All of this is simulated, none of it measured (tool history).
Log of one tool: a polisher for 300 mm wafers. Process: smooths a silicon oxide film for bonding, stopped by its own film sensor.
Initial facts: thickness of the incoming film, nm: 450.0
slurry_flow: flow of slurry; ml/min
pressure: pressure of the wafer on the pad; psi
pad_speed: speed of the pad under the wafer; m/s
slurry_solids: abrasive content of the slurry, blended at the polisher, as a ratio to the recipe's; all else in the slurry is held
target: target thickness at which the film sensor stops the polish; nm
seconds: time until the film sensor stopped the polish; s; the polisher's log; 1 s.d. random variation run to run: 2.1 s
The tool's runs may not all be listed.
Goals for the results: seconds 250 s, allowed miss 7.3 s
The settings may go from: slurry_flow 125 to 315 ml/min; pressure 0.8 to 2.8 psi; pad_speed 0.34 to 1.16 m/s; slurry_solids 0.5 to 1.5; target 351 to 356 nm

run 1 day=0 | slurry_flow=205 pressure=1.8 pad_speed=0.74 slurry_solids=1 target=356 | seconds=220.6
run 2 day=0.362 | slurry_flow=200 pressure=1.7 pad_speed=0.74 slurry_solids=1 target=356 | seconds=227.32
run 3 day=0.717 | slurry_flow=200 pressure=1.6 pad_speed=0.74 slurry_solids=1 target=356 | seconds=239.82
run 4 day=0.812 | slurry_flow=225 pressure=1.6 pad_speed=0.74 slurry_solids=1 target=356 | seconds=231.7
run 5 day=1.096 | slurry_flow=225 pressure=1.6 pad_speed=0.74 slurry_solids=1 target=356 | seconds=228.72
run 6 day=1.421 | slurry_flow=225 pressure=2 pad_speed=0.74 slurry_solids=1 target=356 | seconds=201.62
run 7 day=1.767 | slurry_flow=220 pressure=1.9 pad_speed=0.74 slurry_solids=1 target=356 | seconds=208.67
-- day=2.083 slurry nozzle cleaned
run 8 day=2.083 | slurry_flow=215 pressure=1.8 pad_speed=0.74 slurry_solids=1 target=356 | seconds=210.08
run 9 day=2.117 | slurry_flow=210 pressure=1.8 pad_speed=0.74 slurry_solids=1 target=356 | seconds=207.22
run 10 day=2.317 | slurry_flow=210 pressure=1.7 pad_speed=0.74 slurry_solids=1 target=356 | seconds=217.14
run 11 day=2.6 | slurry_flow=210 pressure=1.6 pad_speed=0.74 slurry_solids=1 target=356 | seconds=224.05
run 12 day=2.85 | slurry_flow=210 pressure=1.5 pad_speed=0.74 slurry_solids=1 target=356 | seconds=237.66
run 13 day=3.096 | slurry_flow=205 pressure=1.5 pad_speed=0.74 slurry_solids=1 target=356 | seconds=238.09

Of the 4 settings listed for the next run, only one would bring every result within its allowed miss of target. Which one?
run A day=3.342 | slurry_flow=135 pressure=1.4 pad_speed=0.8 slurry_solids=1.35 target=354 | seconds=?
run B day=3.342 | slurry_flow=210 pressure=1.4 pad_speed=0.8 slurry_solids=1.15 target=352 | seconds=?
run C day=3.342 | slurry_flow=145 pressure=1.5 pad_speed=0.84 slurry_solids=0.8 target=353 | seconds=?
run D day=3.342 | slurry_flow=210 pressure=1.5 pad_speed=0.8 slurry_solids=1 target=352 | seconds=?

move=A seconds=226.31
move=B seconds=229.77
move=C seconds=251.13
move=D seconds=231.18
A: the biggest miss grows against the last run
B: the biggest miss grows against the last run
C: all results land within tolerance of their targets
D: the biggest miss grows against the last run
Move C is the one to make.

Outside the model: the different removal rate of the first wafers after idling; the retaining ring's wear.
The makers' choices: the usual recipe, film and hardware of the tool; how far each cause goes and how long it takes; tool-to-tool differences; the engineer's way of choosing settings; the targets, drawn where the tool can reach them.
